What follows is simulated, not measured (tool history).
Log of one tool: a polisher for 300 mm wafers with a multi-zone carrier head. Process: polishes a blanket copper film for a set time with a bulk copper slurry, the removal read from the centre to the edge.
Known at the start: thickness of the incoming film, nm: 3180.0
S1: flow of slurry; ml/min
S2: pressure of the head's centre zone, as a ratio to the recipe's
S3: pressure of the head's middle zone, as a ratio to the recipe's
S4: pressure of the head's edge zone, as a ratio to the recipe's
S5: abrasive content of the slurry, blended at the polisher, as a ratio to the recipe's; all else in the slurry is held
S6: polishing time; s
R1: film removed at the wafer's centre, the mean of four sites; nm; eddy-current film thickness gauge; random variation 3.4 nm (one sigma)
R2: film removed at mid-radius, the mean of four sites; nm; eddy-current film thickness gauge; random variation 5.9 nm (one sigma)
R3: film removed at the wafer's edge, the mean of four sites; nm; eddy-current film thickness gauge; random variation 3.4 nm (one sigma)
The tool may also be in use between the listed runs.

Run 1, hour 0: S1 155 ml/min, S2 1, S3 1, S4 1, S5 1, S6 76 s. Result: R1 348.87 nm, R2 336.54 nm, R3 351.54 nm.
Run 2, hour 7.8: S1 155 ml/min, S2 1, S3 1, S4 0.92, S5 1, S6 76 s. Result: R1 348.99 nm, R2 338.76 nm, R3 340.3 nm.
Run 3, hour 13.4: S1 165 ml/min, S2 0.98, S3 1.02, S4 0.97, S5 1.15, S6 79 s. Result: R1 374.2 nm, R2 373.62 nm, R3 374.68 nm.
Run 4, hour 16.8: S1 165 ml/min, S2 0.98, S3 1.02, S4 1.04, S5 1.15, S6 79 s. Result: R1 376.88 nm, R2 370.83 nm, R3 380.87 nm.
Run 5, hour 22.2: S1 170 ml/min, S2 0.95, S3 1.03, S4 1.07, S5 1.25, S6 82 s. Result: R1 385.16 nm, R2 411.89 nm, R3 411.23 nm.
Run 6, hour 25: S1 170 ml/min, S2 0.87, S3 1.03, S4 1.07, S5 1.25, S6 82 s. Result: R1 346.67 nm, R2 415.2 nm, R3 415.95 nm.
Run 7, hour 27.1: S1 180 ml/min, S2 0.88, S3 1.03, S4 1.09, S5 1.3, S6 83 s. Result: R1 370.55 nm, R2 414.33 nm, R3 430.17 nm.

Run 8 comes next. What will it give?
Run 8, hour 28.3: S1 190 ml/min, S2 0.88, S3 1.05, S4 1.11, S5 1.35, S6 84 s. Result: R1 ?, R2 ?, R3 ?.

{"run 8": {"R1": 379.9, "R2": 433.19, "R3": 443.61}}

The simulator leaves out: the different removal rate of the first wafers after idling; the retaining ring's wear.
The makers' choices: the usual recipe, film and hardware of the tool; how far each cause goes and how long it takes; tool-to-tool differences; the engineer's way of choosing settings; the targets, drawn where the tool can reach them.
